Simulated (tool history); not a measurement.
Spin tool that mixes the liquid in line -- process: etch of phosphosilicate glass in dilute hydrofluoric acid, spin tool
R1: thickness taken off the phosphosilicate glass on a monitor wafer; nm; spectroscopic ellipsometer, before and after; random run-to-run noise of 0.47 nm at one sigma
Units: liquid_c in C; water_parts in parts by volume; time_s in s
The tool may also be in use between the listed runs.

run 1 hour=0 | liquid_c=23 water_parts=85 time_s=15 | R1=24.033
run 2 hour=1.4 | liquid_c=25 water_parts=75 time_s=15 | R1=30.086
run 3 hour=8.5 | liquid_c=21.5 water_parts=75 time_s=15 | R1=25.474
run 4 hour=9.9 | liquid_c=21.5 water_parts=95 time_s=15 | R1=19.858
run 5 hour=12.5 | liquid_c=24 water_parts=80 time_s=15 | R1=26.234
run 6 hour=21.4 | liquid_c=26 water_parts=70 time_s=15 | R1=33.048
run 7 hour=23.7 | liquid_c=27.5 water_parts=65 time_s=15 | R1=38.935
run 8 hour=27.3 | liquid_c=28.5 water_parts=60 time_s=15 | R1=44.068
run 9 hour=28.8 | liquid_c=29 water_parts=60 time_s=15 | R1=45.011
run 10 hour=33.2 | liquid_c=29.5 water_parts=60 time_s=15 | R1=44.906
run 11 hour=35.6 | liquid_c=31 water_parts=45 time_s=15 | R1=65.688
run 12 hour=41.6 | liquid_c=30 water_parts=45 time_s=15 | R1=62.552
run 13 hour=48.7 | liquid_c=29 water_parts=45 time_s=15 | R1=60.902

Run 14 comes next. What will it give?
run 14 hour=55.4 | liquid_c=28 water_parts=45 time_s=15 | R1=?

{"run 14": {"R1": 58.454}}

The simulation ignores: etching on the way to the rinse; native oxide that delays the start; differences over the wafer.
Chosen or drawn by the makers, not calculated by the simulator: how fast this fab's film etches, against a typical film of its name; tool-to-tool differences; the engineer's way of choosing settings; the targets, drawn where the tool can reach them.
